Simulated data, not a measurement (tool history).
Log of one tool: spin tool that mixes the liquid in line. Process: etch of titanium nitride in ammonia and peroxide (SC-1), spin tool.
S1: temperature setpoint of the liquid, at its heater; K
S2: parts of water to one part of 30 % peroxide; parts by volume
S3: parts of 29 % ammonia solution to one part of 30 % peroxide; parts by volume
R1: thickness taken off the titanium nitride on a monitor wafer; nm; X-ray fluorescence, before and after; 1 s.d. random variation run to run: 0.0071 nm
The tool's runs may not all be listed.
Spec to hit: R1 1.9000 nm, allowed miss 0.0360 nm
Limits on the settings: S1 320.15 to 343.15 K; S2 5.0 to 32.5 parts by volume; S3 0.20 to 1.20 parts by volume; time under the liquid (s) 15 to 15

Run 1, hour 0.0: S1 336.15 K, S2 18.0 parts by volume, S3 0.85 parts by volume, time under the liquid (s) 15. Result: R1 3.2658 nm.
Run 2, hour 1.9: S1 335.15 K, S2 18.0 parts by volume, S3 0.85 parts by volume, time under the liquid (s) 15. Result: R1 3.0737 nm.
Run 3, hour 2.5: S1 335.15 K, S2 18.0 parts by volume, S3 0.65 parts by volume, time under the liquid (s) 15. Result: R1 2.9301 nm.
Run 4, hour 7.2: S1 334.15 K, S2 18.0 parts by volume, S3 0.65 parts by volume, time under the liquid (s) 15. Result: R1 2.7541 nm.
Run 5, hour 15.4: S1 333.65 K, S2 18.0 parts by volume, S3 0.65 parts by volume, time under the liquid (s) 15. Result: R1 2.6495 nm.
Run 6, hour 20.9: S1 333.65 K, S2 18.0 parts by volume, S3 0.65 parts by volume, time under the liquid (s) 15. Result: R1 2.6727 nm.
Run 7, hour 23.5: S1 333.15 K, S2 18.0 parts by volume, S3 0.65 parts by volume, time under the liquid (s) 15. Result: R1 2.5725 nm.
At hour 30.4: thermometer replaced.
Run 8, hour 30.4: S1 332.65 K, S2 18.0 parts by volume, S3 0.65 parts by volume, time under the liquid (s) 15. Result: R1 2.1462 nm.
Run 9, hour 35.4: S1 332.15 K, S2 18.0 parts by volume, S3 0.65 parts by volume, time under the liquid (s) 15. Result: R1 2.0809 nm.

Which of these 5 next moves meets every target?
Run A, hour 40.4: S1 326.65 K, S2 11.5 parts by volume, S3 0.60 parts by volume, time under the liquid (s) 15. Result: R1 ?.
Run B, hour 40.4: S1 334.65 K, S2 18.5 parts by volume, S3 0.60 parts by volume, time under the liquid (s) 15. Result: R1 ?.
Run C, hour 40.4: S1 328.65 K, S2 14.5 parts by volume, S3 0.95 parts by volume, time under the liquid (s) 15. Result: R1 ?.
Run D, hour 40.4: S1 329.15 K, S2 15.0 parts by volume, S3 0.85 parts by volume, time under the liquid (s) 15. Result: R1 ?.
Run E, hour 40.4: S1 329.15 K, S2 15.0 parts by volume, S3 0.70 parts by volume, time under the liquid (s) 15. Result: R1 ?.

move      R1
   A  1.8054
   B  2.3783
   C  1.9771
   D  1.9711
   E  1.9062
A: the result that was furthest off in the last run now lies on the other side of its target
B: misses by more than the last run did
C: nearer than the last run, and not there yet
D: nearer than the last run, and not there yet
E: meets every target
Correct choice: E, which meets every target
